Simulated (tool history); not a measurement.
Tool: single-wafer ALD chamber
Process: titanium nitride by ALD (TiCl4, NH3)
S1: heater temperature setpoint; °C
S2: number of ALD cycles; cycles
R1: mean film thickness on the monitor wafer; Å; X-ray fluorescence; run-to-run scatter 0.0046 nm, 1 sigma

{"run": 1, "day": 0.0, "S1": 395, "S2": 98, "NH3 pulse time (s)": 2.31, "R1": 23.782}
{"run": 2, "day": 0.254, "S1": 391, "S2": 97, "NH3 pulse time (s)": 1.93, "R1": 23.336}
{"run": 3, "day": 0.321, "S1": 388, "S2": 96, "NH3 pulse time (s)": 1.66, "R1": 22.904}
{"run": 4, "day": 0.362, "S1": 396, "S2": 96, "NH3 pulse time (s)": 1.66, "R1": 23.132}
{"run": 5, "day": 0.521, "S1": 396, "S2": 98, "NH3 pulse time (s)": 1.66, "R1": 23.646}
{"run": 6, "day": 0.862, "S1": 396, "S2": 98, "NH3 pulse time (s)": 1.35, "R1": 23.437}
{"run": 7, "day": 1.079, "S1": 393, "S2": 97, "NH3 pulse time (s)": 1.21, "R1": 22.983}

Forecast run 8:
{"run": 8, "day": 1.329, "S1": 391, "S2": 96, "NH3 pulse time (s)": 1.19, "R1": "?"}

{"run 8": {"R1": 22.677}}
